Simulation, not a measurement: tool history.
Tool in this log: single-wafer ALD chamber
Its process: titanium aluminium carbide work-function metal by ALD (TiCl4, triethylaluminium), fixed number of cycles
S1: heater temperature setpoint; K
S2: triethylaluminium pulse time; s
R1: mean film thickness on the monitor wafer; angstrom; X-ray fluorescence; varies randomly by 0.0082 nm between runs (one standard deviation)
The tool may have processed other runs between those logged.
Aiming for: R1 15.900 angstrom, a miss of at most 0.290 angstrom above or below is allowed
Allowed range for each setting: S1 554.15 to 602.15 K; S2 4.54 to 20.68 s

{"run": 1, "hour": 0.0, "S1": 578.15, "S2": 12.61, "R1": 20.826}
{"run": 2, "hour": 5.6, "S1": 571.15, "S2": 10.12, "R1": 19.507}
{"run": 3, "hour": 7.8, "S1": 571.15, "S2": 7.91, "R1": 18.095}
{"run": 4, "hour": 10.4, "S1": 567.15, "S2": 7.91, "R1": 17.785}
{"run": 5, "hour": 15.4, "S1": 564.15, "S2": 7.24, "R1": 16.748}
{"run": 6, "hour": 21.5, "S1": 562.15, "S2": 7.19, "R1": 16.514}
{"run": 7, "hour": 26.3, "S1": 561.15, "S2": 7.15, "R1": 16.309}
{"run": 8, "hour": 31.3, "S1": 560.15, "S2": 7.12, "R1": 16.097}

Next run, 4 choices. One meets every target within its allowed miss, the rest don't. Which?
{"run": "A", "hour": 36.3, "S1": 559.15, "S2": 7.44, "R1": "?"}
{"run": "B", "hour": 36.3, "S1": 555.15, "S2": 7.01, "R1": "?"}
{"run": "C", "hour": 36.3, "S1": 562.15, "S2": 7.19, "R1": "?"}
{"run": "D", "hour": 36.3, "S1": 558.15, "S2": 7.34, "R1": "?"}

move=A R1=16.761
move=B R1=15.871
move=C R1=16.633
move=D R1=16.558
A: its largest miss is bigger than the last run's
B: in spec on every target
C: its largest miss is bigger than the last run's
D: its largest miss is bigger than the last run's
Move B is the one to make.

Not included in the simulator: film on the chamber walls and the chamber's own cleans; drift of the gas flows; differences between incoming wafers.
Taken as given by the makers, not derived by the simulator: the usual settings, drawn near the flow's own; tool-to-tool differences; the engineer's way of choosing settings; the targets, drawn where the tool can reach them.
